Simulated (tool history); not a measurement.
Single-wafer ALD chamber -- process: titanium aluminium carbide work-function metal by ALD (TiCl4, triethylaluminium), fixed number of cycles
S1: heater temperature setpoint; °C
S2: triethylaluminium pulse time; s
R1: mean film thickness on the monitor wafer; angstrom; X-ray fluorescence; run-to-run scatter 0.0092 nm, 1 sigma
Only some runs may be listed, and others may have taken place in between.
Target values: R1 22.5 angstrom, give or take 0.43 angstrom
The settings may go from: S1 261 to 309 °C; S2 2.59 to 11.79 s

| run | hour | S1 | S2 | R1 |
|---|---|---|---|---|
| 1 | 0 | 285 | 7.19 | 19.912 |
| 2 | 1.1 | 285 | 8.23 | 20.548 |
| 3 | 4.7 | 285 | 7.07 | 19.932 |
| 4 | 13.7 | 285 | 8.97 | 20.917 |
| 5 | 18.3 | 295 | 8.97 | 22.005 |
| 6 | 25 | 295 | 8.99 | 22.018 |
| 7 | 29.6 | 295 | 9.01 | 22.02 |
| 8 | 30.5 | 295 | 9.03 | 22.058 |
| 9 | 33.9 | 295 | 9.05 | 22.025 |

4 candidate next runs follow, results not yet known. Just one meets every target within its allowed miss. Identify it.
| A | 37.3 | 304 | 9.91 | ? |
| B | 37.3 | 290 | 8.23 | ? |
| C | 37.3 | 302 | 11.79 | ? |
| D | 37.3 | 296 | 9.48 | ? |

| move | R1 |
|---|---|
| A | 23.286 |
| B | 21.11 |
| C | 23.41 |
| D | 22.265 |
A: pushes the last run's worst result past its target
B: further off than the last run
C: pushes the last run's worst result past its target
D: in spec on every target
Answer: D
